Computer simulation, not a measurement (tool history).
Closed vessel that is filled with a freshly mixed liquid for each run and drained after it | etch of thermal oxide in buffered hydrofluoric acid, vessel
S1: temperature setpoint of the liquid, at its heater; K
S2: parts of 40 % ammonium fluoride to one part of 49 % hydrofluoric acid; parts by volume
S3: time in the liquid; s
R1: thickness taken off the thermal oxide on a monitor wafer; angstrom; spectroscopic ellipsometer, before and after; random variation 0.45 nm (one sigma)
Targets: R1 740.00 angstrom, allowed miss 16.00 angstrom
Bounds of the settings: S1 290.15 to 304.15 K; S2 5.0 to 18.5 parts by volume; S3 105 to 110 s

Run 1, hour 0.0: S1 296.15 K, S2 11.5 parts by volume, S3 105 s. Result: R1 962.94 angstrom.
Run 2, hour 7.3: S1 294.65 K, S2 11.5 parts by volume, S3 105 s. Result: R1 898.50 angstrom.
Run 3, hour 13.5: S1 294.65 K, S2 9.5 parts by volume, S3 105 s. Result: R1 1041.20 angstrom.
Run 4, hour 21.9: S1 293.15 K, S2 10.0 parts by volume, S3 105 s. Result: R1 908.60 angstrom.
Run 5, hour 27.0: S1 293.15 K, S2 10.0 parts by volume, S3 105 s. Result: R1 923.53 angstrom.
Run 6, hour 30.9: S1 292.15 K, S2 10.5 parts by volume, S3 105 s. Result: R1 841.63 angstrom.
Run 7, hour 32.2: S1 291.65 K, S2 10.5 parts by volume, S3 105 s. Result: R1 814.21 angstrom.
Run 8, hour 41.2: S1 291.15 K, S2 10.5 parts by volume, S3 105 s. Result: R1 792.56 angstrom.
Run 9, hour 46.3: S1 291.15 K, S2 10.5 parts by volume, S3 105 s. Result: R1 789.46 angstrom.
Run 10, hour 48.3: S1 290.65 K, S2 10.5 parts by volume, S3 105 s. Result: R1 766.22 angstrom.

Which of these 4 next moves meets every target?
Run A, hour 50.3: S1 293.65 K, S2 12.5 parts by volume, S3 105 s. Result: R1 ?.
Run B, hour 50.3: S1 290.65 K, S2 11.5 parts by volume, S3 110 s. Result: R1 ?.
Run C, hour 50.3: S1 290.15 K, S2 10.5 parts by volume, S3 110 s. Result: R1 ?.
Run D, hour 50.3: S1 290.15 K, S2 10.0 parts by volume, S3 105 s. Result: R1 ?.

move      R1
   A  771.78
   B  740.60
   C  778.96
   D  766.77
A: further off than the last run
B: meets every target
C: further off than the last run
D: as far off as the last run
Move B is the one to make.
